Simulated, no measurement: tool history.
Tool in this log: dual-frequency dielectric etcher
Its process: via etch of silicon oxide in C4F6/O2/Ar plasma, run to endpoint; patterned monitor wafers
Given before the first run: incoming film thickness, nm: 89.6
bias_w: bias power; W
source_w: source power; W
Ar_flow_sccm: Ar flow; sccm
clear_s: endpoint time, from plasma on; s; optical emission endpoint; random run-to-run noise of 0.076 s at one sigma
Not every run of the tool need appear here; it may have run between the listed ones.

run 1 day=0.000 | bias_w=524 source_w=340 Ar_flow_sccm=317 | clear_s=20.654
run 2 day=0.267 | bias_w=559 source_w=350 Ar_flow_sccm=316 | clear_s=19.856
run 3 day=0.367 | bias_w=559 source_w=350 Ar_flow_sccm=362 | clear_s=20.194
run 4 day=0.512 | bias_w=586 source_w=350 Ar_flow_sccm=361 | clear_s=19.925
run 5 day=0.667 | bias_w=586 source_w=350 Ar_flow_sccm=395 | clear_s=20.147
run 6 day=1.029 | bias_w=614 source_w=360 Ar_flow_sccm=394 | clear_s=19.622

Expected results for the next run?
run 7 day=1.238 | bias_w=634 source_w=360 Ar_flow_sccm=393 | clear_s=?

clear_s: 19.454 s

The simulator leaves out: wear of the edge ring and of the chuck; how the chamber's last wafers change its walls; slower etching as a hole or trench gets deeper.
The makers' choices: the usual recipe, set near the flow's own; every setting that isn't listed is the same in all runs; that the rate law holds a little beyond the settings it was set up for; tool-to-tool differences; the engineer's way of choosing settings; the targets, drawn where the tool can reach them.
